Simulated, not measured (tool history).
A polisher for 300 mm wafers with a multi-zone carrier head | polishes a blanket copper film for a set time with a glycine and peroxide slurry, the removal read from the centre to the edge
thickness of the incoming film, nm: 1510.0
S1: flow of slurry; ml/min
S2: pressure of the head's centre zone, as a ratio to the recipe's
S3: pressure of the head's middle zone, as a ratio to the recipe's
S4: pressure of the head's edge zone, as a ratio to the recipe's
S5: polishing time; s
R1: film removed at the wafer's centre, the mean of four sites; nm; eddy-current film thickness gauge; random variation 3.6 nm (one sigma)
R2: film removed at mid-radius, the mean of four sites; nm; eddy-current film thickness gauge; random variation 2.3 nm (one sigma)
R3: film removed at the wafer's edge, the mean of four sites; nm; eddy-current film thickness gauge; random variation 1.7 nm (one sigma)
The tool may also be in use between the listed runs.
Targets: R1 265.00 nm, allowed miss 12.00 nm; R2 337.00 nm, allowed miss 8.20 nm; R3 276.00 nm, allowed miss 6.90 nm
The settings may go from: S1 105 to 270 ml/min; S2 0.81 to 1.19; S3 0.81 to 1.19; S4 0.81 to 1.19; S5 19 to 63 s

{"run": 1, "hour": 0.0, "S1": 175, "S2": 1.0, "S3": 1.0, "S4": 1.0, "S5": 41, "R1": 299.03, "R2": 306.21, "R3": 308.47}
{"run": 2, "hour": 2.3, "S1": 175, "S2": 1.0, "S3": 1.0, "S4": 1.0, "S5": 50, "R1": 373.26, "R2": 373.99, "R3": 373.4}
{"run": 3, "hour": 4.0, "S1": 170, "S2": 0.99, "S3": 1.01, "S4": 0.98, "S5": 49, "R1": 357.22, "R2": 365.72, "R3": 358.8}
{"run": 4, "hour": 12.3, "S1": 165, "S2": 0.98, "S3": 1.02, "S4": 0.96, "S5": 48, "R1": 347.5, "R2": 361.21, "R3": 349.67}
{"run": 5, "hour": 21.1, "S1": 165, "S2": 0.98, "S3": 1.09, "S4": 0.96, "S5": 48, "R1": 346.42, "R2": 384.99, "R3": 346.83}
{"run": 6, "hour": 22.9, "S1": 160, "S2": 0.97, "S3": 1.1, "S4": 0.95, "S5": 47, "R1": 335.29, "R2": 377.82, "R3": 339.38}
{"run": 7, "hour": 26.5, "S1": 160, "S2": 0.96, "S3": 1.11, "S4": 0.94, "S5": 46, "R1": 325.12, "R2": 371.44, "R3": 330.95}
{"run": 8, "hour": 29.8, "S1": 160, "S2": 0.95, "S3": 1.12, "S4": 0.93, "S5": 45, "R1": 315.14, "R2": 367.93, "R3": 319.92}
{"run": 9, "hour": 33.7, "S1": 125, "S2": 0.86, "S3": 1.11, "S4": 0.83, "S5": 42, "R1": 256.36, "R2": 319.52, "R3": 275.66}
{"run": 10, "hour": 40.7, "S1": 130, "S2": 0.86, "S3": 1.11, "S4": 0.83, "S5": 42, "R1": 264.37, "R2": 321.53, "R3": 274.32}

5 next moves are on the table. One of them brings every result within its allowed miss. Which?
{"run": "A", "hour": 47.7, "S1": 160, "S2": 0.85, "S3": 1.14, "S4": 0.82, "S5": 41, "R1": "?", "R2": "?", "R3": "?"}
{"run": "B", "hour": 47.7, "S1": 130, "S2": 0.89, "S3": 1.07, "S4": 0.81, "S5": 43, "R1": "?", "R2": "?", "R3": "?"}
{"run": "C", "hour": 47.7, "S1": 155, "S2": 0.85, "S3": 1.04, "S4": 0.87, "S5": 41, "R1": "?", "R2": "?", "R3": "?"}
{"run": "D", "hour": 47.7, "S1": 125, "S2": 0.84, "S3": 1.05, "S4": 0.86, "S5": 44, "R1": "?", "R2": "?", "R3": "?"}
{"run": "E", "hour": 47.7, "S1": 140, "S2": 0.91, "S3": 1.1, "S4": 0.81, "S5": 40, "R1": "?", "R2": "?", "R3": "?"}

move=A R1=266.54 R2=332.20 R3=275.62
move=B R1=274.68 R2=316.23 R3=279.19
move=C R1=264.58 R2=305.28 R3=282.15
move=D R1=267.58 R2=315.59 R3=291.57
move=E R1=264.26 R2=306.10 R3=262.60
A: meets every target
B: further off than the last run
C: further off than the last run
D: further off than the last run
E: further off than the last run
The right move is A.
